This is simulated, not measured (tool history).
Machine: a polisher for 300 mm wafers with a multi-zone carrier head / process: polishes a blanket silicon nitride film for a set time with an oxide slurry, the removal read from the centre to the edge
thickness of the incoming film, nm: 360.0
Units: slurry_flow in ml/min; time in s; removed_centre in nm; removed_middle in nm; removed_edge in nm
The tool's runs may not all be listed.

| run | day | slurry_flow | centre_zone | middle_zone | edge_zone | slurry_solids | time | removed_centre | removed_middle | removed_edge |
|---|---|---|---|---|---|---|---|---|---|---|
| 1 | 0 | 210 | 1 | 1 | 1 | 1 | 71 | 30.129 | 30.829 | 30.755 |
| 2 | 0.146 | 210 | 1 | 1 | 1 | 1 | 82 | 34.76 | 35.318 | 35.618 |
| 3 | 0.412 | 210 | 1 | 1 | 1 | 1.1 | 82 | 35.714 | 36.573 | 37.316 |
| 4 | 0.762 | 230 | 1 | 1.03 | 1.05 | 1.15 | 82 | 37.86 | 39.255 | 39.097 |
| 5 | 1.088 | 240 | 0.97 | 1.03 | 1.09 | 1.2 | 82 | 37.139 | 40.054 | 41.132 |
|  | 1.212 | slurry nozzle cleaned |
| 6 | 1.212 | 255 | 0.97 | 1.04 | 1.12 | 1.2 | 82 | 39.697 | 42.818 | 43.531 |

The next listed run, before its measurement:
| 7 | 1.317 | 255 | 0.96 | 1.04 | 1.13 | 1.2 | 82 | ? | ? | ? |

removed_centre: 39.603 nm
removed_middle: 42.605 nm
removed_edge: 43.795 nm

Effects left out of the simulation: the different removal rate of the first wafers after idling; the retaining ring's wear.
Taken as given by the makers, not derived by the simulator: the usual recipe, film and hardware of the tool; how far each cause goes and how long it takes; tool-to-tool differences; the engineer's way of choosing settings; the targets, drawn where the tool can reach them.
